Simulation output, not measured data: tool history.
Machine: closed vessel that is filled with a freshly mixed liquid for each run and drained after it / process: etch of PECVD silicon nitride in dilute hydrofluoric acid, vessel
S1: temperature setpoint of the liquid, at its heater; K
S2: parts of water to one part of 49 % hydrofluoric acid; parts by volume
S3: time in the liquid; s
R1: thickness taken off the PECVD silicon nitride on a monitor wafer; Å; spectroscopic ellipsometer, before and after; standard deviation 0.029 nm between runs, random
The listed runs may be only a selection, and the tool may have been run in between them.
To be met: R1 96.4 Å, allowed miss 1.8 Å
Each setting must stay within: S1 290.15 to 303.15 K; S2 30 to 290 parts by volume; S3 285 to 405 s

run,hour,S1,S2,S3,R1
1,0,295.15,160,405,85.701
2,3.7,295.15,115,405,118.52
3,4.3,294.65,115,405,115.03
4,12.5,294.65,115,285,80.713
5,19.3,295.65,115,285,85.836
6,25,295.65,165,285,59.957
7,26.3,296.65,160,285,66.288
8,34.2,296.65,160,285,66.348
9,43.1,297.15,155,285,70.527
10,43.9,297.65,155,285,73.111
11,45,298.15,155,285,75.506
12,46.4,298.65,155,285,77.828
13,53.4,302.65,155,285,99.868

Which one of the following 4 next-run settings gets every result inside its allowed miss? There is exactly one.
A,60.4,300.65,165,330,?
B,60.4,302.65,170,315,?
C,60.4,303.15,170,315,?
D,60.4,303.15,180,325,?

move,R1
A,96.219
B,100.79
C,103.9
D,101.14
A: each result inside its tolerance
B: the biggest miss grows against the last run
C: the biggest miss grows against the last run
D: the biggest miss grows against the last run
Answer: A
